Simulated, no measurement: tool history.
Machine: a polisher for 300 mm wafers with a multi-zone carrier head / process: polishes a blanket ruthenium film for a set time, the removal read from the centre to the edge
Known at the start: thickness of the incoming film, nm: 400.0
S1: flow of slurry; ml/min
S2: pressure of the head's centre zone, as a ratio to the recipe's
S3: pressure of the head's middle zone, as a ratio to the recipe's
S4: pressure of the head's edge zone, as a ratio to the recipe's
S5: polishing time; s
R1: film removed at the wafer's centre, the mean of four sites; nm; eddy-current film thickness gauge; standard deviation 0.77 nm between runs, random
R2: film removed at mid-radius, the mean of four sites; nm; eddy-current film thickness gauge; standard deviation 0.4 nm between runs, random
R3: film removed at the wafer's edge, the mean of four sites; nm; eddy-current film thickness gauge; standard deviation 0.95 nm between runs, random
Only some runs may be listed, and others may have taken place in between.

run	day	S1	S2	S3	S4	S5	R1	R2	R3
1	0	145	1	1	1	54	50.33	53.033	51.668
2	0.171	150	1.01	0.99	1.02	55	52.501	54.607	52.327
3	0.354	150	1.08	0.99	1.02	55	56.136	54.456	52.233
4	0.433	150	1.08	1.07	1.02	55	56.223	58.278	53.353
5	0.583	150	1.08	1.07	1.02	66	66.957	68.523	62.907
6	0.783	180	1.08	1.07	1.02	66	70.107	71.577	65.248

Run 7 comes next. What will it give?
7	0.996	170	1.08	1.05	1.04	66	?	?	?

Run 7 yielded R1 69.618 nm, R2 69.172 nm, R3 64.646 nm.

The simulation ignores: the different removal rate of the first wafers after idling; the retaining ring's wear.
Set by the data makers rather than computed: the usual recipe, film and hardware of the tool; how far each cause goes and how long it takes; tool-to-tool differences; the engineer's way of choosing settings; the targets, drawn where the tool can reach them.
